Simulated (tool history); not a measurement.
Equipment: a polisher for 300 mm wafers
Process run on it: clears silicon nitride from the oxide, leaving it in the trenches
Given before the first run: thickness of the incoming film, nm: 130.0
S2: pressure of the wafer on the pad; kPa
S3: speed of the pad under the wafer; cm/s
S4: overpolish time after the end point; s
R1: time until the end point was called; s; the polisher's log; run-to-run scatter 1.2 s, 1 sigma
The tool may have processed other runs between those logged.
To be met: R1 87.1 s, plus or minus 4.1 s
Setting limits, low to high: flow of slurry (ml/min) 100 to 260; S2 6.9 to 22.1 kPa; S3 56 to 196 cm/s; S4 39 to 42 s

Run 1, hour 0: flow of slurry (ml/min) 165, S2 14.5 kPa, S3 126 cm/s, S4 39 s. Result: R1 130.54 s.
Run 2, hour 1.1: flow of slurry (ml/min) 165, S2 15.9 kPa, S3 126 cm/s, S4 39 s. Result: R1 117.73 s.
Run 3, hour 2.8: flow of slurry (ml/min) 165, S2 16.5 kPa, S3 126 cm/s, S4 39 s. Result: R1 115.67 s.
Run 4, hour 6.8: flow of slurry (ml/min) 165, S2 17.2 kPa, S3 126 cm/s, S4 39 s. Result: R1 111.36 s.
Run 5, hour 10.3: flow of slurry (ml/min) 165, S2 17.2 kPa, S3 104 cm/s, S4 39 s. Result: R1 133.16 s.
Run 6, hour 16: flow of slurry (ml/min) 165, S2 15.2 kPa, S3 104 cm/s, S4 39 s. Result: R1 148.12 s.
Run 7, hour 21.6: flow of slurry (ml/min) 165, S2 16.5 kPa, S3 108 cm/s, S4 39 s. Result: R1 129.49 s.
Run 8, hour 24.5: flow of slurry (ml/min) 175, S2 20.7 kPa, S3 112 cm/s, S4 39 s. Result: R1 107.12 s.
Run 9, hour 33: flow of slurry (ml/min) 175, S2 20.7 kPa, S3 116 cm/s, S4 39 s. Result: R1 103.28 s.
Run 10, hour 35.5: flow of slurry (ml/min) 175, S2 20.7 kPa, S3 118 cm/s, S4 39 s. Result: R1 100.01 s.
Run 11, hour 40.4: flow of slurry (ml/min) 175, S2 20.7 kPa, S3 120 cm/s, S4 39 s. Result: R1 97.759 s.
Run 12, hour 48.3: flow of slurry (ml/min) 175, S2 20.7 kPa, S3 122 cm/s, S4 39 s. Result: R1 97.221 s.
Run 13, hour 54.7: flow of slurry (ml/min) 175, S2 20.7 kPa, S3 124 cm/s, S4 39 s. Result: R1 96.03 s.

Exercise: of the 4 proposed moves below, exactly one satisfies all targets within the stated allowed misses. Which move is it?
Run A, hour 61.1: flow of slurry (ml/min) 170, S2 19.3 kPa, S3 130 cm/s, S4 39 s. Result: R1 ?.
Run B, hour 61.1: flow of slurry (ml/min) 190, S2 21.4 kPa, S3 118 cm/s, S4 39 s. Result: R1 ?.
Run C, hour 61.1: flow of slurry (ml/min) 215, S2 20 kPa, S3 118 cm/s, S4 42 s. Result: R1 ?.
Run D, hour 61.1: flow of slurry (ml/min) 165, S2 18.6 kPa, S3 152 cm/s, S4 39 s. Result: R1 ?.

move      R1
   A  99.007
   B  98.055
   C  101.97
   D  88.106
A: its largest miss is bigger than the last run's
B: its largest miss is bigger than the last run's
C: its largest miss is bigger than the last run's
D: every result within its allowed miss
Correct choice: D, which meets every target
